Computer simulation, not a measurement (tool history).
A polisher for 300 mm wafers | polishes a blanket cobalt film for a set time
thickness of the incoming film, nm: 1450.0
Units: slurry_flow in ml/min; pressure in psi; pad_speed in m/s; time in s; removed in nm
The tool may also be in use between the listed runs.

{"run": 1, "hour": 0.0, "slurry_flow": 240, "pressure": 2.3, "pad_speed": 0.78, "time": 83, "removed": 330.29}
{"run": 2, "hour": 7.1, "slurry_flow": 240, "pressure": 2.3, "pad_speed": 0.96, "time": 83, "removed": 397.58}
{"run": 3, "hour": 11.6, "slurry_flow": 200, "pressure": 2.3, "pad_speed": 0.96, "time": 83, "removed": 394.04}
{"run": 4, "hour": 17.3, "slurry_flow": 160, "pressure": 2.3, "pad_speed": 0.96, "time": 83, "removed": 376.84}
{"run": 5, "hour": 22.5, "slurry_flow": 160, "pressure": 2, "pad_speed": 0.96, "time": 83, "removed": 336.55}
{"hour": 28.8, "done": "head pressure recalibrated"}
{"run": 6, "hour": 28.8, "slurry_flow": 160, "pressure": 2, "pad_speed": 0.96, "time": 83, "removed": 372.8}
{"run": 7, "hour": 37.0, "slurry_flow": 160, "pressure": 2, "pad_speed": 0.96, "time": 83, "removed": 378.73}
{"run": 8, "hour": 45.2, "slurry_flow": 155, "pressure": 1.8, "pad_speed": 0.84, "time": 83, "removed": 298.87}
{"run": 9, "hour": 50.7, "slurry_flow": 155, "pressure": 1.8, "pad_speed": 0.84, "time": 83, "removed": 301.47}
{"run": 10, "hour": 54.0, "slurry_flow": 155, "pressure": 1.5, "pad_speed": 0.82, "time": 83, "removed": 253.28}

Forecast run 11:
{"run": 11, "hour": 56.3, "slurry_flow": 155, "pressure": 1.5, "pad_speed": 0.82, "time": 83, "removed": "?"}

{"run 11": {"removed": 256.52}}
